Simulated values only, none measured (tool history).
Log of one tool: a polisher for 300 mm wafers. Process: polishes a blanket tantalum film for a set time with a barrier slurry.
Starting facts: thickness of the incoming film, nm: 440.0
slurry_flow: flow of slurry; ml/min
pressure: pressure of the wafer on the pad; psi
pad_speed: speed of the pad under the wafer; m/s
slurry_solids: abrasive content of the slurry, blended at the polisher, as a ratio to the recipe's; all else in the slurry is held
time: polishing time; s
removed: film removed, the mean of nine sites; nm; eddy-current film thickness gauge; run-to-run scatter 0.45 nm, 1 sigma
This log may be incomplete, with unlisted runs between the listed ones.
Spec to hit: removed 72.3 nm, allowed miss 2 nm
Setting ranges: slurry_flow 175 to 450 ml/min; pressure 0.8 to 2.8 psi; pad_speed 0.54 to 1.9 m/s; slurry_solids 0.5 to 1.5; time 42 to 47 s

run 1 hour=0 | slurry_flow=290 pressure=1.8 pad_speed=1.22 slurry_solids=1 time=47 | removed=105.5
run 2 hour=4.9 | slurry_flow=290 pressure=1.8 pad_speed=1.42 slurry_solids=1 time=47 | removed=120.82
run 3 hour=9.9 | slurry_flow=290 pressure=1.5 pad_speed=1.42 slurry_solids=1 time=47 | removed=101.98
run 4 hour=14.7 | slurry_flow=290 pressure=1.4 pad_speed=1.42 slurry_solids=1 time=47 | removed=95.566
run 5 hour=22.3 | slurry_flow=290 pressure=1.8 pad_speed=1.42 slurry_solids=1 time=47 | removed=120.75
run 6 hour=27.9 | slurry_flow=290 pressure=1.8 pad_speed=1.42 slurry_solids=1 time=42 | removed=108.55
run 7 hour=33.5 | slurry_flow=290 pressure=1.6 pad_speed=1.42 slurry_solids=1 time=42 | removed=97.101
run 8 hour=40.5 | slurry_flow=290 pressure=1.5 pad_speed=1.42 slurry_solids=1 time=42 | removed=91.387
-- hour=42.1 head pressure recalibrated
run 9 hour=42.1 | slurry_flow=290 pressure=1.4 pad_speed=1.42 slurry_solids=1 time=42 | removed=79.955

Which of these 4 next moves meets every target?
run A hour=43.7 | slurry_flow=315 pressure=1 pad_speed=1.6 slurry_solids=1 time=44 | removed=?
run B hour=43.7 | slurry_flow=280 pressure=1.3 pad_speed=1.26 slurry_solids=0.9 time=47 | removed=?
run C hour=43.7 | slurry_flow=285 pressure=1.2 pad_speed=1.36 slurry_solids=1 time=44 | removed=?
run D hour=43.7 | slurry_flow=310 pressure=1.6 pad_speed=1.22 slurry_solids=1.3 time=44 | removed=?

move=A removed=68.988
move=B removed=71.999
move=C removed=69.35
move=D removed=88.505
A: the result that was furthest off in the last run now lies on the other side of its target
B: in spec on every target
C: the result that was furthest off in the last run now lies on the other side of its target
D: misses by more than the last run did
The right move is B.

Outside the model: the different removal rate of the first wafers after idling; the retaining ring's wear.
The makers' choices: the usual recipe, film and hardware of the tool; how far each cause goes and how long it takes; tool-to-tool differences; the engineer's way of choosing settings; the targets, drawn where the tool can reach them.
